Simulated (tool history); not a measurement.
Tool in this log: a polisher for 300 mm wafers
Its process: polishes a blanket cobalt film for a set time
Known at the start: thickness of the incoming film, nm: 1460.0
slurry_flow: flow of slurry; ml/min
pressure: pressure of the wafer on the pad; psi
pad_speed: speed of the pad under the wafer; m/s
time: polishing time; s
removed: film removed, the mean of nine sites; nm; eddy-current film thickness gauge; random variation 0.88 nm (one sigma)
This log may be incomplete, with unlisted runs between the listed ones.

run 1 hour=0.0 | slurry_flow=290 pressure=1.3 pad_speed=0.84 time=34 | removed=116.150
run 2 hour=2.3 | slurry_flow=290 pressure=1.1 pad_speed=0.82 time=34 | removed=94.195
run 3 hour=8.8 | slurry_flow=290 pressure=1.0 pad_speed=0.82 time=34 | removed=86.451
run 4 hour=16.0 | slurry_flow=320 pressure=1.0 pad_speed=0.82 time=34 | removed=87.341
run 5 hour=18.9 | slurry_flow=320 pressure=1.0 pad_speed=0.94 time=34 | removed=96.523
run 6 hour=23.5 | slurry_flow=320 pressure=1.0 pad_speed=0.94 time=30 | removed=85.166
run 7 hour=25.7 | slurry_flow=320 pressure=0.6 pad_speed=0.92 time=30 | removed=50.386
run 8 hour=32.8 | slurry_flow=320 pressure=0.7 pad_speed=0.92 time=30 | removed=59.742
run 9 hour=34.4 | slurry_flow=320 pressure=0.8 pad_speed=0.92 time=30 | removed=67.005

Forecast run 10:
run 10 hour=41.7 | slurry_flow=315 pressure=0.7 pad_speed=0.92 time=30 | removed=?

{"run 10": {"removed": 59.397}}
